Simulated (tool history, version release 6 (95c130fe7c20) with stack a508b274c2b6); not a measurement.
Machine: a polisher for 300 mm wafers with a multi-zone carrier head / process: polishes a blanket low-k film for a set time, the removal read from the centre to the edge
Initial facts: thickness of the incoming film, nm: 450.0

| run | hour | flow of slurry (ml/min) | pressure of the head's centre zone | pressure of the head's middle zone | pressure of the head's edge zone | abrasive content of the slurry | polishing time (s) | film removed at the wafer's centre (Å) | film removed at mid-radius (Å) | film removed at the wafer's edge (Å) |
|---|---|---|---|---|---|---|---|---|---|---|
| 1 | 0 | 210 | 1 | 1 | 1 | 1 | 58 | 244.87 | 246.37 | 240.55 |
| 2 | 1.9 | 210 | 0.93 | 1 | 1 | 1 | 58 | 229.81 | 253.81 | 239.32 |
| 3 | 3.1 | 210 | 0.93 | 1 | 1 | 1 | 66 | 256.22 | 281.61 | 278.51 |
| 4 | 10.4 | 210 | 0.93 | 0.99 | 0.99 | 0.9 | 65 | 236.97 | 261.57 | 252.18 |
| 5 | 13.8 | 210 | 0.93 | 0.99 | 1.05 | 0.9 | 65 | 239.77 | 261.49 | 258.8 |
| 6 | 18.5 | 210 | 0.93 | 0.98 | 1.04 | 0.85 | 65 | 233.58 | 245.72 | 246.89 |

For run 7, what comes out?
| 7 | 23.2 | 215 | 0.92 | 0.98 | 1.02 | 0.8 | 65 | ? | ? | ? |

film removed at the wafer's centre (Å): 222.51
film removed at mid-radius (Å): 230.59
film removed at the wafer's edge (Å): 239.02
